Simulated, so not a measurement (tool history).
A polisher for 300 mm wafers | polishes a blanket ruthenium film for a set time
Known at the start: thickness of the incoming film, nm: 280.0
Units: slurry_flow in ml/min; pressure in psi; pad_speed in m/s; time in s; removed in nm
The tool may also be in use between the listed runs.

run,day,slurry_flow,pressure,pad_speed,time,removed
1,0.000,310,2.2,1.08,26,27.117
2,0.158,270,2.2,1.08,26,26.803
3,0.412,270,2.2,1.08,26,26.673
4,0.625,270,2.1,1.08,26,25.955
# day 0.871: worn pad replaced by a new one
5,0.871,270,2.0,1.08,26,25.989
6,0.942,270,1.8,1.06,26,24.461
7,0.992,270,1.7,1.04,26,23.012
8,1.329,270,1.6,1.04,26,22.559

The next listed run, before its measurement:
9,1.671,270,1.5,1.04,26,?

removed: 21.418 nm
